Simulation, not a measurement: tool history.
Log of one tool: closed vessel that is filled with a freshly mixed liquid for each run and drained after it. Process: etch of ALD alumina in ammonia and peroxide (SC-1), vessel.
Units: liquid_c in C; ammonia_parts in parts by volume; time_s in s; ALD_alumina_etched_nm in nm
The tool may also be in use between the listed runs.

| run | hour | liquid_c | ammonia_parts | time_s | ALD_alumina_etched_nm |
|---|---|---|---|---|---|
| 1 | 0.0 | 48.0 | 0.70 | 1445 | 58.631 |
| 2 | 7.1 | 48.0 | 0.55 | 1445 | 57.635 |
| 3 | 11.5 | 48.0 | 0.55 | 1445 | 57.499 |
| 4 | 14.5 | 48.0 | 0.35 | 1445 | 55.311 |
| 5 | 18.3 | 50.5 | 0.35 | 1445 | 63.053 |
| 6 | 26.7 | 52.5 | 0.35 | 1445 | 70.446 |

Run 7 comes next. What will it give?
| 7 | 31.6 | 54.0 | 0.35 | 1445 | ? |

ALD_alumina_etched_nm: 76.129 nm
